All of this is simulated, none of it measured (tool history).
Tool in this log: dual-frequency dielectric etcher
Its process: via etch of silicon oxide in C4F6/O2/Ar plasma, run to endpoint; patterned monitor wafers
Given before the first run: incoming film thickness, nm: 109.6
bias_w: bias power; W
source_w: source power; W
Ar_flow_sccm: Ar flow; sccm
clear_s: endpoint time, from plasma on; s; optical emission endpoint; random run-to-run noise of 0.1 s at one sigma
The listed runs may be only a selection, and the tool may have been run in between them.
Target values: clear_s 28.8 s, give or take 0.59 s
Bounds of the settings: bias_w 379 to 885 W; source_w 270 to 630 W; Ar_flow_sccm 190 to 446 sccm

{"run": 1, "hour": 0.0, "bias_w": 632, "source_w": 450, "Ar_flow_sccm": 318, "clear_s": 21.581}
{"run": 2, "hour": 2.0, "bias_w": 583, "source_w": 420, "Ar_flow_sccm": 325, "clear_s": 23.253}
{"run": 3, "hour": 7.2, "bias_w": 631, "source_w": 420, "Ar_flow_sccm": 325, "clear_s": 22.259}
{"run": 4, "hour": 13.0, "bias_w": 724, "source_w": 420, "Ar_flow_sccm": 325, "clear_s": 21.045}
{"run": 5, "hour": 19.8, "bias_w": 661, "source_w": 400, "Ar_flow_sccm": 329, "clear_s": 22.288}
{"run": 6, "hour": 28.4, "bias_w": 727, "source_w": 400, "Ar_flow_sccm": 329, "clear_s": 21.39}
{"run": 7, "hour": 31.0, "bias_w": 664, "source_w": 380, "Ar_flow_sccm": 333, "clear_s": 22.633}
{"run": 8, "hour": 38.0, "bias_w": 612, "source_w": 360, "Ar_flow_sccm": 336, "clear_s": 24.189}
{"run": 9, "hour": 46.7, "bias_w": 570, "source_w": 350, "Ar_flow_sccm": 337, "clear_s": 25.162}

Consider the 5 candidate settings below. Which is the only one whose results all fall within their allowed miss of target?
{"run": "A", "hour": 55.4, "bias_w": 457, "source_w": 280, "Ar_flow_sccm": 289, "clear_s": "?"}
{"run": "B", "hour": 55.4, "bias_w": 542, "source_w": 270, "Ar_flow_sccm": 392, "clear_s": "?"}
{"run": "C", "hour": 55.4, "bias_w": 403, "source_w": 310, "Ar_flow_sccm": 371, "clear_s": "?"}
{"run": "D", "hour": 55.4, "bias_w": 438, "source_w": 290, "Ar_flow_sccm": 316, "clear_s": "?"}
{"run": "E", "hour": 55.4, "bias_w": 409, "source_w": 310, "Ar_flow_sccm": 376, "clear_s": "?"}

move=A clear_s=29.836
move=B clear_s=28.84
move=C clear_s=30.799
move=D clear_s=30.156
move=E clear_s=30.638
A: pushes the last run's worst result past its target
B: each result inside its tolerance
C: pushes the last run's worst result past its target
D: pushes the last run's worst result past its target
E: pushes the last run's worst result past its target
B meets every target.
